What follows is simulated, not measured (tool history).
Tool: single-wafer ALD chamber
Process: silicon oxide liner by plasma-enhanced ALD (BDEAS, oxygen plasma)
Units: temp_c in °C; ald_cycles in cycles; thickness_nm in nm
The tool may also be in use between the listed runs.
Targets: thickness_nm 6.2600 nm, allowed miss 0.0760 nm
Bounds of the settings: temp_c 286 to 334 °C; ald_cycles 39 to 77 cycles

| run | day | temp_c | ald_cycles | thickness_nm |
|---|---|---|---|---|
| 1 | 0.000 | 310 | 58 | 5.4240 |
| 2 | 0.312 | 308 | 60 | 5.6320 |
| 3 | 0.471 | 308 | 53 | 4.9595 |
| 4 | 0.838 | 307 | 56 | 5.2539 |
| 5 | 1.117 | 307 | 48 | 4.4857 |
| 6 | 1.167 | 305 | 53 | 4.9973 |
| 7 | 1.321 | 301 | 56 | 5.2750 |
| 8 | 1.400 | 301 | 59 | 5.5802 |
| 9 | 1.775 | 300 | 61 | 5.7539 |
| 10 | 1.954 | 300 | 62 | 5.8565 |

4 next moves are on the table. One of them brings every result within its allowed miss. Which?
| A | 2.133 | 309 | 67 | ? |
| B | 2.133 | 302 | 63 | ? |
| C | 2.133 | 295 | 64 | ? |
| D | 2.133 | 286 | 66 | ? |

| move | thickness_nm |
|---|---|
| A | 6.2743 |
| B | 5.9511 |
| C | 6.1417 |
| D | 6.5149 |
A: meets every target
B: nearer than the last run, and not there yet
C: nearer than the last run, and not there yet
D: takes the result that was furthest off past its target
The right move is A.

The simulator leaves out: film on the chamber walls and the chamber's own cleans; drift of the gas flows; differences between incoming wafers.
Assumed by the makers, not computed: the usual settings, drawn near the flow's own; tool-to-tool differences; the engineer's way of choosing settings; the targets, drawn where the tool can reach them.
